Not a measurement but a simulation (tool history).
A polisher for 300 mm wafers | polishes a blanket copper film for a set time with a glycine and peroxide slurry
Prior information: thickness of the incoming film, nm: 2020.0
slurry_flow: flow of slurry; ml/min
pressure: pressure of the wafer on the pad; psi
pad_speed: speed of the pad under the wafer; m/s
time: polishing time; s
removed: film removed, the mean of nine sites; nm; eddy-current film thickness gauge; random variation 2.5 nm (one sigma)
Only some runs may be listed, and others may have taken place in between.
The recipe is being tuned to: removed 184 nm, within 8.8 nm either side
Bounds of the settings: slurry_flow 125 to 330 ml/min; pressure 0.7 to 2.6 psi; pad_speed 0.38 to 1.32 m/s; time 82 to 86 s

Run 1, day 0: slurry_flow 210 ml/min, pressure 1.6 psi, pad_speed 0.84 m/s, time 82 s. Result: removed 237.49 nm.
Run 2, day 0.038: slurry_flow 210 ml/min, pressure 1.5 psi, pad_speed 0.82 m/s, time 82 s. Result: removed 219.53 nm.
Run 3, day 0.296: slurry_flow 260 ml/min, pressure 1.5 psi, pad_speed 0.82 m/s, time 82 s. Result: removed 225.56 nm.
Run 4, day 0.454: slurry_flow 260 ml/min, pressure 1.4 psi, pad_speed 0.82 m/s, time 82 s. Result: removed 210.92 nm.
Run 5, day 0.483: slurry_flow 260 ml/min, pressure 1.4 psi, pad_speed 0.98 m/s, time 82 s. Result: removed 236.25 nm.
Run 6, day 0.725: slurry_flow 260 ml/min, pressure 1.6 psi, pad_speed 0.98 m/s, time 82 s. Result: removed 268.57 nm.
Run 7, day 0.758: slurry_flow 260 ml/min, pressure 1.4 psi, pad_speed 0.96 m/s, time 82 s. Result: removed 236.29 nm.
Run 8, day 0.829: slurry_flow 260 ml/min, pressure 1.4 psi, pad_speed 0.96 m/s, time 82 s. Result: removed 241.02 nm.
Run 9, day 1.142: slurry_flow 260 ml/min, pressure 1.3 psi, pad_speed 0.94 m/s, time 82 s. Result: removed 214.57 nm.

Which of these 4 next moves meets every target?
Run A, day 1.454: slurry_flow 255 ml/min, pressure 1.2 psi, pad_speed 0.96 m/s, time 82 s. Result: removed ?.
Run B, day 1.454: slurry_flow 280 ml/min, pressure 1.2 psi, pad_speed 0.86 m/s, time 84 s. Result: removed ?.
Run C, day 1.454: slurry_flow 300 ml/min, pressure 1.3 psi, pad_speed 0.76 m/s, time 83 s. Result: removed ?.
Run D, day 1.454: slurry_flow 235 ml/min, pressure 1 psi, pad_speed 0.94 m/s, time 82 s. Result: removed ?.

move  removed
   A   215.02
   B    207.1
   C    200.4
   D   187.16
A: as far off as the last run
B: nearer than the last run, and not there yet
C: nearer than the last run, and not there yet
D: hits every target within its allowed miss
Move D is the one to make.
